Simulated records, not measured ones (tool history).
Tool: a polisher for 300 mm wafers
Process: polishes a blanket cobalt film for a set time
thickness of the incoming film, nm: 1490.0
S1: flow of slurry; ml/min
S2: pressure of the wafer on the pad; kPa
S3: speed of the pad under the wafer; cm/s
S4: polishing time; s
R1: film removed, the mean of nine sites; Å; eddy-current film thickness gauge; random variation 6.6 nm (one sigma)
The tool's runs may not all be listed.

{"run": 1, "day": 0.0, "S1": 145, "S2": 12.4, "S3": 106, "S4": 115, "R1": 4602.6}
{"run": 2, "day": 0.242, "S1": 150, "S2": 13.1, "S3": 106, "S4": 115, "R1": 4862}
{"run": 3, "day": 0.417, "S1": 125, "S2": 13.1, "S3": 106, "S4": 115, "R1": 4653.7}
{"run": 4, "day": 0.75, "S1": 125, "S2": 13.1, "S3": 132, "S4": 115, "R1": 5443.6}
{"run": 5, "day": 0.958, "S1": 135, "S2": 13.1, "S3": 132, "S4": 115, "R1": 5556.7}
{"run": 6, "day": 1.171, "S1": 140, "S2": 13.1, "S3": 132, "S4": 115, "R1": 5626.5}
{"run": 7, "day": 1.4, "S1": 140, "S2": 13.1, "S3": 132, "S4": 115, "R1": 5640.4}

Forecast run 8:
{"run": 8, "day": 1.538, "S1": 145, "S2": 13.1, "S3": 132, "S4": 115, "R1": "?"}

{"run 8": {"R1": 5757.8}}
